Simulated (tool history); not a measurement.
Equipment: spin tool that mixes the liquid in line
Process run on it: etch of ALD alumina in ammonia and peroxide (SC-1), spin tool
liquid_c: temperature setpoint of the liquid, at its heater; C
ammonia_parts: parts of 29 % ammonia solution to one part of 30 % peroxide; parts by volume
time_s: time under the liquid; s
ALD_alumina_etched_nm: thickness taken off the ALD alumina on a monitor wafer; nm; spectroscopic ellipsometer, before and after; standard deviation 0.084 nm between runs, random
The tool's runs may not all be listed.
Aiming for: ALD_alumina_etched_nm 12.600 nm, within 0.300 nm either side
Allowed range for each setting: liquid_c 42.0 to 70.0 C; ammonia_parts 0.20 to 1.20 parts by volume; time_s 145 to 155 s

run	hour	liquid_c	ammonia_parts	time_s	ALD_alumina_etched_nm
1	0.0	58.0	0.70	145	15.264
2	5.8	58.0	0.70	145	15.283
3	7.7	58.0	0.95	145	15.911
4	10.6	58.0	1.05	145	16.051
5	15.9	56.5	1.05	145	14.829
6	19.9	55.5	1.05	145	14.238
7	27.6	54.5	1.05	145	13.273
8	29.6	54.5	1.05	145	13.517
9	31.7	54.0	1.05	145	13.015

Pick the move, out of 4, that brings all results within their allowed miss; only one does.
A	33.8	54.0	1.20	145	?
B	33.8	52.0	1.15	145	?
C	33.8	53.5	1.05	145	?
D	33.8	54.5	1.00	145	?

move	ALD_alumina_etched_nm
A	13.279
B	11.858
C	12.761
D	13.409
A: lands further from the targets than the last run did
B: pushes the last run's worst result past its target
C: in spec on every target
D: lands further from the targets than the last run did
Answer: C

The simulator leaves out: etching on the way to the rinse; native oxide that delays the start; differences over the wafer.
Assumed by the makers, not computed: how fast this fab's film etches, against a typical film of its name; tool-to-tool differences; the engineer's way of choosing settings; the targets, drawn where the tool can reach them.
